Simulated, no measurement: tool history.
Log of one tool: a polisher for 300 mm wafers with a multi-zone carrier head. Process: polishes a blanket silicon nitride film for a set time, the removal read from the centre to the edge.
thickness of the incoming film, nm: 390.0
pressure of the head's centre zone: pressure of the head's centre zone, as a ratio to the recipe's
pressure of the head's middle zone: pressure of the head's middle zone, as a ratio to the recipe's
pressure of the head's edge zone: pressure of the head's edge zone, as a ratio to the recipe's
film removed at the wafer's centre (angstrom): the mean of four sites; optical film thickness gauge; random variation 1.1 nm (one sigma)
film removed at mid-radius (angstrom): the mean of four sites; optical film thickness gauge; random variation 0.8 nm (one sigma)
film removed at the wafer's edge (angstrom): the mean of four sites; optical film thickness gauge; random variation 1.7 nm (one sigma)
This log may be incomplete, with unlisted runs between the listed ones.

run	day	flow of slurry (ml/min)	pressure of the head's centre zone	pressure of the head's middle zone	pressure of the head's edge zone	polishing time (s)	film removed at the wafer's centre (angstrom)	film removed at mid-radius (angstrom)	film removed at the wafer's edge (angstrom)
1	0.000	145	1.00	1.00	1.00	72	1219.2	1193.5	1241.8
2	0.229	140	0.99	0.99	1.03	73	1244.2	1201.8	1240.3
3	0.575	140	0.92	0.99	1.03	73	1136.8	1231.4	1264.6
4	0.883	105	0.92	0.99	1.03	73	1079.5	1151.4	1200.9
5	0.933	105	0.92	0.99	1.09	73	1077.3	1155.8	1242.0
6	1.167	110	0.92	0.98	1.11	74	1105.3	1182.5	1296.4
# day 1.433: worn pad replaced by a new one
7	1.433	110	0.92	0.97	1.12	74	1197.8	1269.3	1397.4

Run 8, settings as shown, results not yet in. Your forecast:
8	1.454	105	0.91	0.95	1.12	73	?	?	?

film removed at the wafer's centre (angstrom): 1176.3
film removed at mid-radius (angstrom): 1220.4
film removed at the wafer's edge (angstrom): 1389.1
